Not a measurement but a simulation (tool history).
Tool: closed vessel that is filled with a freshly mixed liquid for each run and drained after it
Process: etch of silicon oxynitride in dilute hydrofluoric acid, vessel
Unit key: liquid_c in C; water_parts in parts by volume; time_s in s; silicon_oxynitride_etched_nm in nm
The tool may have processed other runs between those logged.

run  hour  liquid_c  water_parts  time_s  silicon_oxynitride_etched_nm
  1     0        24          135     365                        3.7872
  2   1.7      22.5          140     365                        3.3618
  3   8.7      22.5          140     365                        3.4364
  4  16.7        21          145     365                        3.0106
  5  21.7        21          145     365                         3.059
  6  24.4        20          145     365                        2.9394
  7  32.6      19.5          150     365                        2.7221
  8  36.4        19          150     365                        2.6432

Run 9 has not been measured yet. What should we expect?
  9  42.2      18.5          150     365                             ?

{"run 9": {"silicon_oxynitride_etched_nm": 2.5904}}
